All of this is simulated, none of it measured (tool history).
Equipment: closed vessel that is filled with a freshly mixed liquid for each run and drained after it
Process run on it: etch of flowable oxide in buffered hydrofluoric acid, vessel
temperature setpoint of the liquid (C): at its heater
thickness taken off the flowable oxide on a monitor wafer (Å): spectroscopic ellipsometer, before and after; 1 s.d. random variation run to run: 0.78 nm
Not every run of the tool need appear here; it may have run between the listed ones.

run,hour,temperature setpoint of the liquid (C),parts of 40 % ammonium fluoride to one part of 49 % hydrofluoric acid (parts by volume),time in the liquid (s),thickness taken off the flowable oxide on a monitor wafer (Å)
1,0.0,23,9.0,90,2893.4
2,2.8,23,9.0,90,2889.8
3,5.7,22,9.0,90,2731.2
4,12.4,22,9.0,90,2754.2
5,19.0,22,7.5,90,3347.6
6,21.4,22,7.5,90,3327.7

Predict the results of run 7:
7,25.6,21,8.0,90,?

Run 7 produced thickness taken off the flowable oxide on a monitor wafer (Å) 2962.7.

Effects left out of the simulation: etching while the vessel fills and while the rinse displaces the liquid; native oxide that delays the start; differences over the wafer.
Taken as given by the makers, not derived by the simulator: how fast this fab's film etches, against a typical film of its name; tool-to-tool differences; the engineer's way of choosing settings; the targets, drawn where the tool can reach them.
